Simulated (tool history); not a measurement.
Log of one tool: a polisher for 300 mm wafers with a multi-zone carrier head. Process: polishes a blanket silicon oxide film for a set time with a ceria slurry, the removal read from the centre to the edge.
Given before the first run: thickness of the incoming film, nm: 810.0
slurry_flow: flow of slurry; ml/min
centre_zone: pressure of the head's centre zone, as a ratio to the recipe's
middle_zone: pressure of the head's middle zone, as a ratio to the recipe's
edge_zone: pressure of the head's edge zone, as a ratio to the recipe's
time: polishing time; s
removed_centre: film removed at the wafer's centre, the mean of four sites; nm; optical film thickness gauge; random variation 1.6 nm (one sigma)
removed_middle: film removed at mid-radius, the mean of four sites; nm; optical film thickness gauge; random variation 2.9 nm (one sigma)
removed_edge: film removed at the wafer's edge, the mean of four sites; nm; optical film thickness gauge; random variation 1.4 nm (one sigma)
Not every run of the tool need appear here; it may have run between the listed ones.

run	day	slurry_flow	centre_zone	middle_zone	edge_zone	time	removed_centre	removed_middle	removed_edge
1	0	240	1	1	1	59	309.54	307.77	312.13
2	0.304	240	1	1	1	47	242.85	241.6	252.42
3	0.567	240	1	1	0.93	47	246.88	247.41	241.74
4	0.671	240	1	0.96	0.93	47	241.61	238.79	239.95
5	0.825	230	1.02	0.99	0.89	46	241	234.55	231.9
6	1.117	260	1.04	1.02	0.87	44	234.6	237.62	219.25
7	1.412	265	1.06	1.03	0.85	44	240.21	239.49	219.58

What does the tool deliver on the next run?
8	1.596	270	1.08	1.05	0.84	43	?	?	?

{"run 8": {"removed_centre": 242.4, "removed_middle": 240.97, "removed_edge": 212.99}}
